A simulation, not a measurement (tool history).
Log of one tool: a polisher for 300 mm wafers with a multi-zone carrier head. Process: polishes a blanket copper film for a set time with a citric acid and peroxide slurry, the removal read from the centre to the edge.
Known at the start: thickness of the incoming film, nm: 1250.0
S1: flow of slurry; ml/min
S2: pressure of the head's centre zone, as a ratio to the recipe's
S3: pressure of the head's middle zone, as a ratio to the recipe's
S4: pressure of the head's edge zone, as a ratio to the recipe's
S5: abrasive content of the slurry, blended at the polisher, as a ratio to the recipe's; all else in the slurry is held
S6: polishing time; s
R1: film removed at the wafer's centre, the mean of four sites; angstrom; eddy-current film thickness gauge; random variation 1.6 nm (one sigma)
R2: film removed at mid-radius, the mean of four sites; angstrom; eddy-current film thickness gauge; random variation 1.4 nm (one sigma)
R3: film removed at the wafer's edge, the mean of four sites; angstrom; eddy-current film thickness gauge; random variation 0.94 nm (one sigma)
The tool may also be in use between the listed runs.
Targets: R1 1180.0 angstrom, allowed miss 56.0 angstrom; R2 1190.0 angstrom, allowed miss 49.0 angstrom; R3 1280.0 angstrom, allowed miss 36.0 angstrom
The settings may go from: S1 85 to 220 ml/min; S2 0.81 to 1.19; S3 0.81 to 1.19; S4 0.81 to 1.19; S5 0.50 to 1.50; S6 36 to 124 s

run    day   S1    S2    S3    S4    S5  S6      R1      R2      R3
  1  0.000  140  1.00  1.00  1.00  1.00  79  2129.9  2141.4  2134.1
  2  0.375  140  1.00  1.06  1.00  1.00  79  2128.6  2243.1  2120.0
  3  0.683  135  0.99  1.04  0.99  0.95  76  2001.5  2119.9  1997.5
  4  1.054  130  0.98  1.02  0.99  0.90  73  1888.6  1953.7  1891.5
  5  1.396  125  0.97  1.00  0.99  0.85  71  1755.4  1879.1  1824.6
  6  1.658  125  0.97  1.03  0.99  0.85  71  1731.6  1889.6  1819.6
  7  2.000  120  0.97  1.01  0.99  0.80  69  1665.1  1765.8  1729.4
  8  2.029  115  0.97  1.00  0.99  0.75  67  1573.5  1632.8  1686.2
  9  2.146  115  0.97  1.00  0.99  0.75  67  1594.2  1655.9  1641.2
 10  2.354  110  0.96  0.99  0.99  0.70  66  1482.4  1563.7  1598.8
 11  2.717  110  0.96  0.98  0.98  0.70  65  1467.8  1565.5  1564.7
 12  2.821   90  0.94  0.88  0.97  0.50  53  1066.2  1012.7  1151.9

4 next moves are on the table. One of them brings every result within its allowed miss. Which?
  A  2.925  120  1.07  0.98  0.81  0.55  50   ?   ?   ?
  B  2.925   85  0.96  1.05  0.95  0.80  55   ?   ?   ?
  C  2.925  110  0.85  0.94  1.02  0.60  53   ?   ?   ?
  D  2.925  105  0.94  0.92  0.98  0.55  56   ?   ?   ?

move      R1      R2      R3
   A  1243.2  1175.3  1080.2
   B  1169.9  1326.8  1273.8
   C  1033.9  1195.3  1273.2
   D  1175.7  1208.0  1290.8
A: brings the result that was furthest off to its target, and leaves another outside
B: takes the result that was furthest off past its target
C: brings the result that was furthest off to its target, and leaves another outside
D: meets every target
Move D is the one to make.
